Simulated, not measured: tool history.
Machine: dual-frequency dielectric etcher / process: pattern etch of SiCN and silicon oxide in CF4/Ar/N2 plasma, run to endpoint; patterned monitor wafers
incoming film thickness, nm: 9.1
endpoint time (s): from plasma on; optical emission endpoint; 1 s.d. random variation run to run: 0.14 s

Run 1, hour 0.0: source power (kW) 0.530, bias power (kW) 0.064, Ar flow (sccm) 128, CF4 flow (sccm) 74. Result: endpoint time (s) 10.243.
Run 2, hour 8.9: source power (kW) 0.530, bias power (kW) 0.064, Ar flow (sccm) 128, CF4 flow (sccm) 64. Result: endpoint time (s) 10.615.
Run 3, hour 16.8: source power (kW) 0.530, bias power (kW) 0.074, Ar flow (sccm) 128, CF4 flow (sccm) 64. Result: endpoint time (s) 10.210.
Run 4, hour 18.8: source power (kW) 0.470, bias power (kW) 0.069, Ar flow (sccm) 135, CF4 flow (sccm) 61. Result: endpoint time (s) 11.852.
Run 5, hour 20.1: source power (kW) 0.470, bias power (kW) 0.060, Ar flow (sccm) 135, CF4 flow (sccm) 61. Result: endpoint time (s) 12.172.
Run 6, hour 23.6: source power (kW) 0.430, bias power (kW) 0.058, Ar flow (sccm) 137, CF4 flow (sccm) 60. Result: endpoint time (s) 13.343.
Run 7, hour 32.3: source power (kW) 0.400, bias power (kW) 0.057, Ar flow (sccm) 138, CF4 flow (sccm) 60. Result: endpoint time (s) 14.101.

Run 8 has not been measured yet. What should we expect?
Run 8, hour 34.1: source power (kW) 0.380, bias power (kW) 0.056, Ar flow (sccm) 138, CF4 flow (sccm) 60. Result: endpoint time (s) ?.

endpoint time (s): 14.729

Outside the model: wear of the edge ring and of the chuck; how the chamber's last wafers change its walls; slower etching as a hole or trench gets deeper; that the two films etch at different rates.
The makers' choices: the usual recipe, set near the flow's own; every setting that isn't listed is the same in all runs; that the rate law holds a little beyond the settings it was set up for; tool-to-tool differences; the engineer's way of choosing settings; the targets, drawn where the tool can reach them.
